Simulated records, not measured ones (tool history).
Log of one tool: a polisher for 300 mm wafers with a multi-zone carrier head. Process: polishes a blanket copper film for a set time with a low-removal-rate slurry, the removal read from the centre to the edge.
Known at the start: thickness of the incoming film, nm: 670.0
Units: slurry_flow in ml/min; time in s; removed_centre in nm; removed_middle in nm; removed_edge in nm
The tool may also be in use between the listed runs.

run 1 hour=0 | slurry_flow=235 centre_zone=1 middle_zone=1 edge_zone=1 slurry_solids=1 time=40 | removed_centre=95.116 removed_middle=96.81 removed_edge=97.37
run 2 hour=3.1 | slurry_flow=225 centre_zone=0.95 middle_zone=0.97 edge_zone=0.95 slurry_solids=0.85 time=37 | removed_centre=79.226 removed_middle=81.677 removed_edge=84.208
run 3 hour=8.4 | slurry_flow=220 centre_zone=0.92 middle_zone=0.97 edge_zone=0.91 slurry_solids=0.75 time=35 | removed_centre=70.684 removed_middle=75.555 removed_edge=74.316
run 4 hour=11.9 | slurry_flow=205 centre_zone=0.88 middle_zone=0.94 edge_zone=0.88 slurry_solids=0.7 time=35 | removed_centre=65.48 removed_middle=71.762 removed_edge=70.921
run 5 hour=20.5 | slurry_flow=205 centre_zone=0.81 middle_zone=0.94 edge_zone=0.88 slurry_solids=0.7 time=35 | removed_centre=60.674 removed_middle=70.291 removed_edge=71.644
run 6 hour=27.3 | slurry_flow=195 centre_zone=0.81 middle_zone=0.92 edge_zone=0.86 slurry_solids=0.65 time=35 | removed_centre=58.956 removed_middle=69.186 removed_edge=69.194

Run 7 comes next. What will it give?
run 7 hour=35.5 | slurry_flow=195 centre_zone=0.81 middle_zone=0.92 edge_zone=0.86 slurry_solids=0.65 time=35 | removed_centre=? removed_middle=? removed_edge=?

removed_centre: 58.704 nm
removed_middle: 68.051 nm
removed_edge: 69.652 nm
